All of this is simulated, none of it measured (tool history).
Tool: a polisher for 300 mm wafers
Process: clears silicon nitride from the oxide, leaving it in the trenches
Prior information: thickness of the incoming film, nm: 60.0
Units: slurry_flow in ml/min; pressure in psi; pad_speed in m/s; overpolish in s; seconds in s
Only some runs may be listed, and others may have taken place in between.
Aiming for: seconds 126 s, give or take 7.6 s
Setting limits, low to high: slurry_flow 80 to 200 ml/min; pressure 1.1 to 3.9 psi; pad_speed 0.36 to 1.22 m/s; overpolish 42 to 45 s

run,hour,slurry_flow,pressure,pad_speed,overpolish,seconds
1,0,130,2.5,0.78,42,93.051
2,3.3,130,2.3,0.78,42,101.58
3,9.5,130,2.3,0.94,42,86.32
4,12.2,130,2.1,0.94,42,94.432
5,20.6,130,2.1,0.82,42,110.39
6,26.5,130,2.5,0.82,42,90.278
7,28.5,130,2.3,0.82,42,97.556
8,35.7,130,2.2,0.82,42,100.77
9,43.8,130,2.1,0.82,42,105.64
10,45.5,130,2,0.82,42,111.09
11,50,130,1.9,0.82,42,117.28
12,53.5,130,1.9,0.82,42,118.92

Of the 5 settings listed for the next run, only one would bring every result within its allowed miss of target. Which one?
A,57,150,2,0.8,42,?
B,57,125,2,0.74,42,?
C,57,110,2.4,0.7,42,?
D,57,95,2.3,0.8,45,?
E,57,165,2.3,0.72,42,?

move,seconds
A,112.58
B,125.38
C,113.78
D,107.59
E,107.32
A: the biggest miss grows against the last run
B: hits every target within its allowed miss
C: the biggest miss grows against the last run
D: the biggest miss grows against the last run
E: the biggest miss grows against the last run
Correct choice: B, which meets every target
